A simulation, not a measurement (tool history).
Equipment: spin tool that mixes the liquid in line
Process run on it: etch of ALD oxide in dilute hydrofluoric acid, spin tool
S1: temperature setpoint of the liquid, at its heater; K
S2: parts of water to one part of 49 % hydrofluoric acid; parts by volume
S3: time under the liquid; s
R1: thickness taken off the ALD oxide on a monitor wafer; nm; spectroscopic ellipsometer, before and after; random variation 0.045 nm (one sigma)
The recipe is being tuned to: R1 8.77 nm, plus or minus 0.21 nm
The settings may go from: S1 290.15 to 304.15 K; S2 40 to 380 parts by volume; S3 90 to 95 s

run  hour      S1   S2  S3      R1
  1     0  296.15  210  90  11.921
  2   6.6  296.15  180  90  14.291
  3   9.8  296.15  180  95  15.088
  4  11.1  296.15  180  95  15.087
  5  16.6  296.15  180  90  14.337
  6  19.2  296.15  180  95  15.164
  7  25.2  294.15  200  95  12.361
  8  31.9  292.65  210  95  10.992
  9  37.2  291.65  215  95  10.273
 10  43.1  291.15  220  95   9.841
 11  45.7  290.65  225  95  9.3345
 12  53.5  290.65  230  95  9.1089

Which single option among these 4 for the next run brings every result within its allowed miss of target? Just one does.
  A  61.3  290.65  215  90   ?
  B  61.3  290.65  240  95   ?
  C  61.3  290.15  235  90   ?
  D  61.3  290.15  225  95   ?

move      R1
   A  9.4364
   B  8.7244
   C  8.3149
   D  9.2487
A: its largest miss is bigger than the last run's
B: in spec on every target
C: pushes the last run's worst result past its target
D: its largest miss is bigger than the last run's
Correct choice: B, which meets every target
